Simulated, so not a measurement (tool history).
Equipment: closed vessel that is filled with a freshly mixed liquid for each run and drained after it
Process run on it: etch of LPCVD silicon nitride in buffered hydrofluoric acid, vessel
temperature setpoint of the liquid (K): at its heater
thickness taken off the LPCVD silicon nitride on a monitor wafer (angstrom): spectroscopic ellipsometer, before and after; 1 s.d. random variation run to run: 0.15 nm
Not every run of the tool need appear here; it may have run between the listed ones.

run	hour	temperature setpoint of the liquid (K)	parts of 40 % ammonium fluoride to one part of 49 % hydrofluoric acid (parts by volume)	time in the liquid (s)	thickness taken off the LPCVD silicon nitride on a monitor wafer (angstrom)
1	0	293.15	12.5	2700	241.36
2	3.9	295.15	12	2700	281.24
3	5.6	296.65	12	2700	306.77
4	12	295.15	12	2700	281.83
5	15.4	295.15	12	2700	281.39
6	23.9	298.15	12	2700	332.23
7	32.5	298.65	12	2700	340.28
8	40.6	299.15	12	2700	351.14

Estimate the outcome of run 9 from the log above:
9	45.7	299.65	12	2700	?

{"run 9": {"thickness taken off the LPCVD silicon nitride on a monitor wafer (angstrom)": 362.49}}
